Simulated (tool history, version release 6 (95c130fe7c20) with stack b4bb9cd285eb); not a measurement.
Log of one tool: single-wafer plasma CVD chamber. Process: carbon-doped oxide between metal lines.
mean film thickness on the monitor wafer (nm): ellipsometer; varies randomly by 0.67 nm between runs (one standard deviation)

run,hour,heater temperature setpoint (°C),chamber pressure (mTorr),RF power (kW),deposition time (s),mean film thickness on the monitor wafer (nm)
1,0,335,6630,0.52,34,181.17
2,1.5,331,6920,0.525,34,184.61
3,2.7,328,7100,0.535,34,191.18
4,10.1,325,7190,0.535,34,193.47
5,14.5,330,7190,0.535,34,190
6,15.4,327,7330,0.535,34,191.6

What does the tool deliver on the next run?
7,20,315,8300,0.56,34,?

mean film thickness on the monitor wafer (nm): 211.86

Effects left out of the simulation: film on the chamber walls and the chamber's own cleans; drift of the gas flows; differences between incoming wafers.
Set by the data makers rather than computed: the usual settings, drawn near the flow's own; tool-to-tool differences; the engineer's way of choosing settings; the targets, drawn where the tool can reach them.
